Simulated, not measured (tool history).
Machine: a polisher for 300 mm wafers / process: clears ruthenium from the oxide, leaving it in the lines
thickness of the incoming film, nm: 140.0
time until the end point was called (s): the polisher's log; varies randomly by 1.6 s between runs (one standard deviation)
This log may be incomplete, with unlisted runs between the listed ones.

run	hour	flow of slurry (ml/min)	pressure of the wafer on the pad (psi)	speed of the pad under the wafer (m/s)	overpolish time after the end point (s)	time until the end point was called (s)
1	0	260	2.1	1.18	10	85.904
2	1.2	260	1.9	1.16	10	93.779
3	6.6	260	1.7	1.12	10	108.5
4	14.7	315	1.7	1.12	10	103.24
5	18.3	305	1.6	1.1	10	115.1
6	27.3	305	1.5	1.1	10	121.26
7	28.9	300	1.4	1.1	10	130.92
8	37.6	290	1.4	1.1	10	131.77

For run 9, what comes out?
9	38.7	290	1.4	1.1	10	?

time until the end point was called (s): 131
